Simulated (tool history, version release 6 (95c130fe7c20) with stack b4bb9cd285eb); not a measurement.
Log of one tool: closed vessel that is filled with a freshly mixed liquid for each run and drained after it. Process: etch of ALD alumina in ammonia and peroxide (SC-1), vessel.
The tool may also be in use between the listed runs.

run,hour,temperature setpoint of the liquid (°C),parts of 29 % ammonia solution to one part of 30 % peroxide (parts by volume),time in the liquid (s),thickness taken off the ALD alumina on a monitor wafer (angstrom)
1,0.0,59.0,0.55,185,105.77
2,7.2,59.0,0.45,185,104.10
3,8.7,58.5,0.45,185,101.15
4,11.8,64.0,0.45,185,133.07
5,16.8,67.0,0.45,185,154.55
6,19.0,64.0,0.45,185,133.93
7,20.9,62.0,0.45,185,122.20
8,26.9,60.5,0.45,185,112.40

Forecast run 9:
9,32.7,59.5,0.45,185,?

{"run 9": {"thickness taken off the ALD alumina on a monitor wafer (angstrom)": 106.0}}
